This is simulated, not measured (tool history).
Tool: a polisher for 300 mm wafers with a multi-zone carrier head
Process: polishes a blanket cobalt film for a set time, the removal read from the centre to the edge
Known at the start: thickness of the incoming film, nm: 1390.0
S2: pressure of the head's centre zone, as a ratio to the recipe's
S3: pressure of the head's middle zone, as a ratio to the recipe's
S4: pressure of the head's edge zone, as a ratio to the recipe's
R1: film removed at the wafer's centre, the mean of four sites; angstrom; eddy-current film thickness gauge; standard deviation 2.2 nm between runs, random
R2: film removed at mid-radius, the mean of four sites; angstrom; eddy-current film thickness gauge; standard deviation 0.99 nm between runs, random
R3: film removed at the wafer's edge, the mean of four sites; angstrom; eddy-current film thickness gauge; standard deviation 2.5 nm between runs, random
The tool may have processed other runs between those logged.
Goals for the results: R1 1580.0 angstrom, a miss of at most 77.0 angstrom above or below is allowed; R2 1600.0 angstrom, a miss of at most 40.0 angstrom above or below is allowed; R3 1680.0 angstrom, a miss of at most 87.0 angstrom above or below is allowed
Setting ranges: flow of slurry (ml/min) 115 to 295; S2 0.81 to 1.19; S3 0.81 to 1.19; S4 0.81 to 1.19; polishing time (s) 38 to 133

{"run": 1, "hour": 0.0, "flow of slurry (ml/min)": 190, "S2": 1.0, "S3": 1.0, "S4": 1.0, "polishing time (s)": 85, "R1": 3110.2, "R2": 3136.2, "R3": 3250.8}
{"run": 2, "hour": 5.3, "flow of slurry (ml/min)": 190, "S2": 1.0, "S3": 1.0, "S4": 0.93, "polishing time (s)": 85, "R1": 2999.9, "R2": 3160.0, "R3": 3174.4}
{"run": 3, "hour": 7.7, "flow of slurry (ml/min)": 190, "S2": 1.0, "S3": 1.07, "S4": 0.93, "polishing time (s)": 85, "R1": 3156.5, "R2": 3323.4, "R3": 3119.3}
{"run": 4, "hour": 9.9, "flow of slurry (ml/min)": 190, "S2": 1.0, "S3": 1.14, "S4": 0.93, "polishing time (s)": 85, "R1": 3018.9, "R2": 3493.3, "R3": 3189.1}
{"run": 5, "hour": 18.6, "flow of slurry (ml/min)": 190, "S2": 1.0, "S3": 1.14, "S4": 0.97, "polishing time (s)": 85, "R1": 3074.7, "R2": 3523.5, "R3": 3223.5}
{"run": 6, "hour": 25.3, "flow of slurry (ml/min)": 180, "S2": 0.99, "S3": 1.1, "S4": 0.95, "polishing time (s)": 77, "R1": 2748.9, "R2": 3081.8, "R3": 2846.6}
{"run": 7, "hour": 31.2, "flow of slurry (ml/min)": 175, "S2": 0.98, "S3": 1.06, "S4": 0.95, "polishing time (s)": 71, "R1": 2507.0, "R2": 2711.4, "R3": 2633.5}
{"run": 8, "hour": 33.5, "flow of slurry (ml/min)": 170, "S2": 0.97, "S3": 1.04, "S4": 0.93, "polishing time (s)": 66, "R1": 2253.2, "R2": 2483.2, "R3": 2467.8}
{"run": 9, "hour": 35.5, "flow of slurry (ml/min)": 170, "S2": 0.98, "S3": 1.03, "S4": 0.92, "polishing time (s)": 61, "R1": 2116.8, "R2": 2284.4, "R3": 2194.8}
{"run": 10, "hour": 36.1, "flow of slurry (ml/min)": 165, "S2": 0.97, "S3": 1.0, "S4": 0.91, "polishing time (s)": 58, "R1": 1971.6, "R2": 2089.1, "R3": 2092.1}

Pick the move, out of 4, that brings all results within their allowed miss; only one does.
{"run": "A", "hour": 36.7, "flow of slurry (ml/min)": 150, "S2": 1.11, "S3": 1.08, "S4": 0.9, "polishing time (s)": 44, "R1": "?", "R2": "?", "R3": "?"}
{"run": "B", "hour": 36.7, "flow of slurry (ml/min)": 120, "S2": 0.96, "S3": 0.93, "S4": 0.85, "polishing time (s)": 51, "R1": "?", "R2": "?", "R3": "?"}
{"run": "C", "hour": 36.7, "flow of slurry (ml/min)": 115, "S2": 1.0, "S3": 1.02, "S4": 0.83, "polishing time (s)": 69, "R1": "?", "R2": "?", "R3": "?"}
{"run": "D", "hour": 36.7, "flow of slurry (ml/min)": 170, "S2": 0.95, "S3": 1.03, "S4": 0.85, "polishing time (s)": 46, "R1": "?", "R2": "?", "R3": "?"}

move=A R1=1716.9 R2=1662.0 R3=1490.8
move=B R1=1610.2 R2=1605.3 R3=1623.6
move=C R1=2238.4 R2=2317.0 R3=2153.4
move=D R1=1578.9 R2=1713.9 R3=1550.9
A: gains on the last run, yet a result remains outside its allowed miss
B: every result within its allowed miss
C: lands further from the targets than the last run did
D: gains on the last run, yet a result remains outside its allowed miss
Answer: B
